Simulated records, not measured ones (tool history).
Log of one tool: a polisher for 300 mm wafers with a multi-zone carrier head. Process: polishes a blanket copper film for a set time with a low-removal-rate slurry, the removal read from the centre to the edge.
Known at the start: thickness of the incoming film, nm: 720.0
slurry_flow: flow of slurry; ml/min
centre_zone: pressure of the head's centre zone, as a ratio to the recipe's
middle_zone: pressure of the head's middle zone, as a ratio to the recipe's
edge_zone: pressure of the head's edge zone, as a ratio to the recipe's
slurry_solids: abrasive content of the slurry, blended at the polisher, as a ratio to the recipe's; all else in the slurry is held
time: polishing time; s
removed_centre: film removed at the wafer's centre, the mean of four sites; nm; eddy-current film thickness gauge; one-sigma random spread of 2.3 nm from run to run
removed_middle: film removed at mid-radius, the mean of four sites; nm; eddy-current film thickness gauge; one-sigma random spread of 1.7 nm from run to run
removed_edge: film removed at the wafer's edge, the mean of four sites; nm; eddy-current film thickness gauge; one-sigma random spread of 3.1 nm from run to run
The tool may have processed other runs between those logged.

| run | day | slurry_flow | centre_zone | middle_zone | edge_zone | slurry_solids | time | removed_centre | removed_middle | removed_edge |
|---|---|---|---|---|---|---|---|---|---|---|
| 1 | 0 | 225 | 1 | 1 | 1 | 1 | 73 | 281.79 | 281.13 | 284.15 |
| 2 | 0.279 | 225 | 1 | 1 | 0.96 | 1 | 73 | 279.41 | 279.51 | 279.68 |
| 3 | 0.629 | 225 | 1 | 1 | 0.96 | 1 | 84 | 324.59 | 323.21 | 314.55 |
| 4 | 0.683 | 225 | 1 | 1 | 0.96 | 0.85 | 84 | 314.45 | 309.6 | 306.69 |
| 5 | 0.958 | 225 | 1 | 1 | 0.96 | 0.85 | 76 | 289.09 | 279.87 | 281.09 |
| 6 | 1.204 | 220 | 0.97 | 1 | 0.92 | 0.75 | 72 | 254.42 | 253.46 | 251.88 |
| 7 | 1.404 | 210 | 0.95 | 0.99 | 0.89 | 0.65 | 72 | 239.97 | 244.12 | 240.3 |

Estimate the outcome of run 8 from the log above:
| 8 | 1.721 | 200 | 0.94 | 0.97 | 0.87 | 0.6 | 72 | ? | ? | ? |

Run 8 came out at removed_centre 226.3 nm, removed_middle 236.17 nm, removed_edge 231.4 nm.
